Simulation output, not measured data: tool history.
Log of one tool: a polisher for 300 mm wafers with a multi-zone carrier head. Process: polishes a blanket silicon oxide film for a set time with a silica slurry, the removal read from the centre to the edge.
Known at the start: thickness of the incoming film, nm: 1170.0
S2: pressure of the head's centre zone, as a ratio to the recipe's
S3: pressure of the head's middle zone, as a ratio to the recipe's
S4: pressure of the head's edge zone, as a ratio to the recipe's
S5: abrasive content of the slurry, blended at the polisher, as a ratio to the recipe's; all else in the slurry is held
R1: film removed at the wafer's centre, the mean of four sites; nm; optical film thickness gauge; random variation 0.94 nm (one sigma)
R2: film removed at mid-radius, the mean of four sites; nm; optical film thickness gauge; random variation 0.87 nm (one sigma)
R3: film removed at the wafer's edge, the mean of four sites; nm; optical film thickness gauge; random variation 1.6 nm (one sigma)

run 1 hour=0 | flow_of_slurry_(ml/min)=285 S2=1 S3=1 S4=1 S5=1 polishing_time_(s)=77 | R1=221.45 R2=217.68 R3=220.36
run 2 hour=1.4 | flow_of_slurry_(ml/min)=285 S2=1 S3=1 S4=1.04 S5=1 polishing_time_(s)=77 | R1=222.91 R2=219.45 R3=221.49
run 3 hour=4.7 | flow_of_slurry_(ml/min)=285 S2=1 S3=1 S4=1.04 S5=1.2 polishing_time_(s)=77 | R1=239.17 R2=233.12 R3=240.78
run 4 hour=8.6 | flow_of_slurry_(ml/min)=285 S2=1.01 S3=0.97 S4=1.01 S5=1.05 polishing_time_(s)=72 | R1=212.7 R2=201.66 R3=210.2
run 5 hour=10.4 | flow_of_slurry_(ml/min)=285 S2=1.01 S3=0.91 S4=1.01 S5=1.05 polishing_time_(s)=72 | R1=213.34 R2=193.31 R3=208.14
run 6 hour=17.5 | flow_of_slurry_(ml/min)=285 S2=1.01 S3=0.91 S4=1.01 S5=0.95 polishing_time_(s)=72 | R1=206.36 R2=186.2 R3=201.54
run 7 hour=26.5 | flow_of_slurry_(ml/min)=285 S2=1.02 S3=0.9 S4=0.97 S5=0.85 polishing_time_(s)=69 | R1=193.23 R2=170.24 R3=184.77
run 8 hour=29.4 | flow_of_slurry_(ml/min)=285 S2=1.03 S3=0.9 S4=0.94 S5=0.75 polishing_time_(s)=66 | R1=176.02 R2=156.57 R3=165.69

Forecast run 9:
run 9 hour=34.4 | flow_of_slurry_(ml/min)=280 S2=1.04 S3=0.89 S4=0.91 S5=0.7 polishing_time_(s)=65 | R1=? R2=? R3=?

R1: 171.56 nm
R2: 149.28 nm
R3: 158.38 nm
